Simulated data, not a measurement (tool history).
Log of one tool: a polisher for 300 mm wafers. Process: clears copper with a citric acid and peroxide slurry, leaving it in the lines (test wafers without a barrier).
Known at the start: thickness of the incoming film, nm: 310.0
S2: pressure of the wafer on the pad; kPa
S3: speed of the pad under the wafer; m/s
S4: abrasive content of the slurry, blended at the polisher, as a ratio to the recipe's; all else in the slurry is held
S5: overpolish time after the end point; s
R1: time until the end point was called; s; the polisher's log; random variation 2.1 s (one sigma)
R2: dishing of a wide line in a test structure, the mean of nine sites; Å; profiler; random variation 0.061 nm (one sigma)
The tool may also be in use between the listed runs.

{"run": 1, "day": 0.0, "flow of slurry (ml/min)": 135, "S2": 15.9, "S3": 1.22, "S4": 1, "S5": 15, "R1": 120.27, "R2": 231.73}
{"run": 2, "day": 0.35, "flow of slurry (ml/min)": 135, "S2": 14.5, "S3": 1.18, "S4": 1, "S5": 13, "R1": 133.77, "R2": 192.25}
{"run": 3, "day": 0.588, "flow of slurry (ml/min)": 135, "S2": 13.1, "S3": 1.16, "S4": 0.95, "S5": 12, "R1": 149.96, "R2": 161.65}
{"run": 4, "day": 0.683, "flow of slurry (ml/min)": 145, "S2": 12.4, "S3": 1.14, "S4": 0.9, "S5": 11, "R1": 160.71, "R2": 143.6}
{"run": 5, "day": 0.704, "flow of slurry (ml/min)": 155, "S2": 11.7, "S3": 1.14, "S4": 0.85, "S5": 10, "R1": 162.97, "R2": 124.97}
{"run": 6, "day": 0.883, "flow of slurry (ml/min)": 155, "S2": 11.7, "S3": 1.14, "S4": 0.85, "S5": 6, "R1": 164.24, "R2": 82.12}
{"run": 7, "day": 0.904, "flow of slurry (ml/min)": 165, "S2": 11, "S3": 1.12, "S4": 0.8, "S5": 6, "R1": 177.68, "R2": 76.305}
{"run": 8, "day": 1.208, "flow of slurry (ml/min)": 170, "S2": 11, "S3": 1.12, "S4": 0.75, "S5": 6, "R1": 180.65, "R2": 74.413}
{"run": 9, "day": 1.275, "flow of slurry (ml/min)": 175, "S2": 11, "S3": 1.12, "S4": 0.7, "S5": 6, "R1": 180.06, "R2": 74.575}
{"day": 1.483, "done": "head pressure recalibrated"}
{"run": 10, "day": 1.483, "flow of slurry (ml/min)": 180, "S2": 10.3, "S3": 1.14, "S4": 0.65, "S5": 6, "R1": 198.4, "R2": 67.883}
{"run": 11, "day": 1.7, "flow of slurry (ml/min)": 180, "S2": 10.3, "S3": 1.14, "S4": 0.65, "S5": 6, "R1": 198.4, "R2": 68.217}
{"run": 12, "day": 2.033, "flow of slurry (ml/min)": 185, "S2": 10.3, "S3": 1.16, "S4": 0.65, "S5": 6, "R1": 192.87, "R2": 68.335}
{"run": 13, "day": 2.171, "flow of slurry (ml/min)": 190, "S2": 9.7, "S3": 1.2, "S4": 0.65, "S5": 6, "R1": 199.67, "R2": 68.318}

Forecast run 14:
{"run": 14, "day": 2.479, "flow of slurry (ml/min)": 190, "S2": 10.3, "S3": 1.12, "S4": 0.65, "S5": 6, "R1": "?", "R2": "?"}

Run 14 gave R1 199.28 s, R2 68.034 Å.
